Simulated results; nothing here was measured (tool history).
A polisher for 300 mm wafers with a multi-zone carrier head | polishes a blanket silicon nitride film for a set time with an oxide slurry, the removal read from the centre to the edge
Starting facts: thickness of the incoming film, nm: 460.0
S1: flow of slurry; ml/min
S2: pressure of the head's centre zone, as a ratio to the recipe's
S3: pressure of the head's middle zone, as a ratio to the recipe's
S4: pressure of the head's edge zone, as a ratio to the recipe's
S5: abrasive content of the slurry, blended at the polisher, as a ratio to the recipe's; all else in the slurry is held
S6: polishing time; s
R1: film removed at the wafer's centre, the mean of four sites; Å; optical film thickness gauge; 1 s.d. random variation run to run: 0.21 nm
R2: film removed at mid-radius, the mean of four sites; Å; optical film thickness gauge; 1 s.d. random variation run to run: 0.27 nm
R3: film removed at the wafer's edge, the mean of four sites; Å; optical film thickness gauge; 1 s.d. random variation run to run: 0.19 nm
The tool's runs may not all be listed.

run,hour,S1,S2,S3,S4,S5,S6,R1,R2,R3
1,0.0,305,1.00,1.00,1.00,1.00,65,312.44,289.32,286.18
2,1.6,305,1.00,1.00,1.00,1.20,65,336.46,315.07,308.60
3,7.7,300,0.95,1.03,0.99,1.05,59,269.12,277.72,261.62
4,15.3,300,0.95,1.09,0.99,1.05,59,276.94,289.07,260.12
5,16.7,295,0.92,1.08,0.98,0.90,56,234.59,250.94,225.62
6,21.0,285,0.89,1.09,1.00,0.80,54,205.77,231.08,206.55
7,22.4,280,0.87,1.09,1.01,0.70,53,183.81,213.26,191.71
8,24.3,275,0.85,1.09,1.01,0.65,53,165.71,197.14,184.94
9,32.7,275,0.84,1.09,0.99,0.65,53,162.25,200.86,185.99
10,37.8,280,0.87,1.10,0.95,0.50,51,146.75,164.89,147.33
11,42.6,280,0.86,1.11,0.97,0.50,51,141.79,166.99,146.16
12,45.3,280,0.86,1.11,0.99,0.50,51,140.51,166.89,150.01
13,52.4,280,0.86,1.11,1.00,0.50,51,142.74,168.00,152.01
14,58.8,280,0.86,1.12,1.01,0.50,51,140.07,169.50,150.65

Estimate the outcome of run 15 from the log above:
15,61.1,280,0.86,1.12,1.02,0.50,51,?,?,?

Run 15 gave R1 140.53 Å, R2 169.38 Å, R3 150.78 Å.
